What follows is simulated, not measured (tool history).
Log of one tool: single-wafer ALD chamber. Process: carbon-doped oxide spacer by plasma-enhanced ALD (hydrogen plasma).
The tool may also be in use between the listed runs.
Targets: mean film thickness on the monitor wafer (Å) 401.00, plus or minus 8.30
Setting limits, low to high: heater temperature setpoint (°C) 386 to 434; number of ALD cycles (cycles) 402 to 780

run,hour,heater temperature setpoint (°C),number of ALD cycles (cycles),mean film thickness on the monitor wafer (Å)
1,0.0,410,591,324.66
2,7.5,407,619,343.73
3,16.2,407,549,305.55
4,20.2,407,501,279.52
5,22.3,404,550,307.65
6,26.4,398,550,313.84
7,35.4,396,584,335.34
8,41.9,394,608,344.27

Which one of the following 4 next-run settings gets every result inside its allowed miss? There is exactly one.
A,48.4,398,673,?
B,48.4,387,678,?
C,48.4,386,699,?
D,48.4,390,664,?

move,mean film thickness on the monitor wafer (Å)
A,387.27
B,390.15
C,402.23
D,382.09
A: an improvement on the last run, though not all results are within tolerance
B: an improvement on the last run, though not all results are within tolerance
C: all results in spec
D: an improvement on the last run, though not all results are within tolerance
So the answer is move C, the one that meets all the targets.
